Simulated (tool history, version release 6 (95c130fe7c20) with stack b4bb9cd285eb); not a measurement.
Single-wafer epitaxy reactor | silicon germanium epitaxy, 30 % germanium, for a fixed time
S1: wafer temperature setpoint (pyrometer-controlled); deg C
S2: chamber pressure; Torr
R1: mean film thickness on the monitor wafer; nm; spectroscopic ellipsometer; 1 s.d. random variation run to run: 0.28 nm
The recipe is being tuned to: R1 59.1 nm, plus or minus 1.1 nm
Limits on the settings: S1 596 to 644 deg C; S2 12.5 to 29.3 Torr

run 1 hour=0 | S1=620 S2=20.9 | R1=89.674
run 2 hour=4.6 | S1=620 S2=18.4 | R1=85.147
run 3 hour=9.5 | S1=627 S2=18.4 | R1=97.437
run 4 hour=10.9 | S1=622 S2=18.3 | R1=87.94
run 5 hour=12.4 | S1=629 S2=18.3 | R1=100.85
run 6 hour=17.9 | S1=624 S2=18.2 | R1=91.638
run 7 hour=23.8 | S1=620 S2=18.1 | R1=83.189
run 8 hour=30.8 | S1=617 S2=18.1 | R1=78.633
run 9 hour=33.6 | S1=615 S2=18.1 | R1=75.014
run 10 hour=38.8 | S1=613 S2=18.1 | R1=72.187
run 11 hour=43.3 | S1=601 S2=17.8 | R1=55.973

Exercise: of the 5 proposed moves below, exactly one satisfies all targets within the stated allowed misses. Which move is it?
run A hour=47.8 | S1=602 S2=16.6 | R1=?
run B hour=47.8 | S1=605 S2=16.9 | R1=?
run C hour=47.8 | S1=598 S2=18.4 | R1=?
run D hour=47.8 | S1=599 S2=22.8 | R1=?
run E hour=47.8 | S1=600 S2=17.1 | R1=?

move=A R1=55.193
move=B R1=59.392
move=C R1=53.999
move=D R1=62.194
move=E R1=53.905
A: misses by more than the last run did
B: each result inside its tolerance
C: misses by more than the last run did
D: the result that was furthest off in the last run now lies on the other side of its target
E: misses by more than the last run did
Go with B: it meets all targets.
